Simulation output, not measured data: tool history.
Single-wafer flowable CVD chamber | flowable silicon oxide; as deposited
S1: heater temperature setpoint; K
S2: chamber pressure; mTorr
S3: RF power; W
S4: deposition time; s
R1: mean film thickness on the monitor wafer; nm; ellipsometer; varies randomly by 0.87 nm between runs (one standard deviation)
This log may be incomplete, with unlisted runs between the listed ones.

run,hour,S1,S2,S3,S4,R1
1,0,373.15,593,2235,824,335.99
2,6.6,373.15,593,2235,824,335.22
3,7.5,374.15,593,2235,824,326.43
4,12.7,374.15,696,2235,824,378.96
5,18.1,376.15,696,2235,824,354.45
6,26.3,378.15,696,2235,824,334.58
7,29.6,379.15,696,2235,824,322.38

Run 8 has not been measured yet. What should we expect?
8,34.4,380.15,696,2235,824,?

Run 8 gave R1 313.28 nm.
